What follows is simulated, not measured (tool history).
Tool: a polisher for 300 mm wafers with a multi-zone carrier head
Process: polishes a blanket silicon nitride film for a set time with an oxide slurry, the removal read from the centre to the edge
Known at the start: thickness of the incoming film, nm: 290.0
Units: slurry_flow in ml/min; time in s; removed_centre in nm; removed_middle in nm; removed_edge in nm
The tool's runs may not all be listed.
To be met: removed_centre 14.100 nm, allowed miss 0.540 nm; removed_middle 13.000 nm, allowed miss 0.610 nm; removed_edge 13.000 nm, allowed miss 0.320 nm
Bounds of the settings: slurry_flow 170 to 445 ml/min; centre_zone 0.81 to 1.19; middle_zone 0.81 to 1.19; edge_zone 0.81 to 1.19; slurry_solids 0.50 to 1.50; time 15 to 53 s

run  hour  slurry_flow  centre_zone  middle_zone  edge_zone  slurry_solids  time  removed_centre  removed_middle  removed_edge
  1   0.0          285         1.00         1.00       1.00           1.00    34          22.845          20.103        19.624
  2   1.0          280         0.98         0.98       0.98           0.90    33          20.307          17.896        17.942
  3   9.3          280         0.97         0.98       0.96           0.85    33          19.427          17.549        17.252
  4  13.3          280         0.96         0.97       0.94           0.80    33          18.230          17.302        16.603
  5  15.5          325         0.96         0.97       0.94           0.80    33          18.683          17.136        16.616
  6  22.1          325         0.96         0.91       0.94           0.80    33          18.745          16.227        16.514
  7  27.1          325         0.95         0.90       0.92           0.75    33          17.718          15.329        16.088
  8  34.3          325         0.95         0.90       0.91           0.70    33          16.949          14.667        15.203
  9  35.3          325         0.94         0.90       0.90           0.65    33          16.112          14.103        14.464
 10  41.0          320         0.93         0.90       0.88           0.65    33          16.022          14.199        14.383
 11  44.6          320         0.93         0.90       0.88           0.65    33          15.877          14.095        14.119
     48.1  -- centre zone pressure recalibrated
 12  48.1          315         0.92         0.89       0.87           0.65    33          14.193          13.961        14.128
 13  50.1          320         0.92         0.89       0.86           0.65    33          14.413          14.194        13.934
 14  52.5          320         0.92         0.89       0.86           0.65    33          14.155          13.994        14.024
 15  56.0          320         0.93         0.89       0.85           0.65    33          14.446          14.024        14.187

Which of these 5 next moves meets every target?
  A  59.5          235         0.83         0.89       0.81           0.85    32               ?               ?             ?
  B  59.5          365         0.89         1.05       0.86           0.65    32               ?               ?             ?
  C  59.5          355         0.86         0.81       0.98           0.60    36               ?               ?             ?
  D  59.5          355         0.95         0.90       0.86           0.70    29               ?               ?             ?
  E  59.5          280         0.85         0.84       0.81           1.05    28               ?               ?             ?

move  removed_centre  removed_middle  removed_edge
   A          14.234          15.560        15.211
   B          13.478          15.623        13.562
   C          13.788          13.447        15.342
   D          13.663          13.092        12.920
   E          14.524          14.780        15.079
A: further off than the last run
B: further off than the last run
C: further off than the last run
D: meets every target
E: further off than the last run
Move D is the one to make.
